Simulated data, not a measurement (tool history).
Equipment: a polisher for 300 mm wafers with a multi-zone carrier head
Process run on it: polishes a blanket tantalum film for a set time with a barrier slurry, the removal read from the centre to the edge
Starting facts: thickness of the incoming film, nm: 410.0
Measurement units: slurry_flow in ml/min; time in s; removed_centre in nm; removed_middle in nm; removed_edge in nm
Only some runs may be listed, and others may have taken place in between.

run  hour  slurry_flow  centre_zone  middle_zone  edge_zone  slurry_solids  time  removed_centre  removed_middle  removed_edge
  1     0          145            1            1          1              1    70          114.68          111.64        116.81
  2   0.9          145            1            1          1              1    86          140.71          135.04        143.12
  3   9.4          145            1            1          1           0.85    86          134.16          128.47        136.01
  4  18.4          155         1.01         1.03       1.02            0.9    86          138.55          135.98        141.09
  5  19.2          155         1.01         1.03       1.02           0.75    86          130.46          127.19        131.49
  6  22.1          160         1.02         1.05       1.04            0.8    86          136.71             134        135.85

What does the tool deliver on the next run?
  7  26.4          165         1.02         1.07       1.06           0.85    86               ?               ?             ?

removed_centre: 138.03 nm
removed_middle: 141.22 nm
removed_edge: 141.27 nm
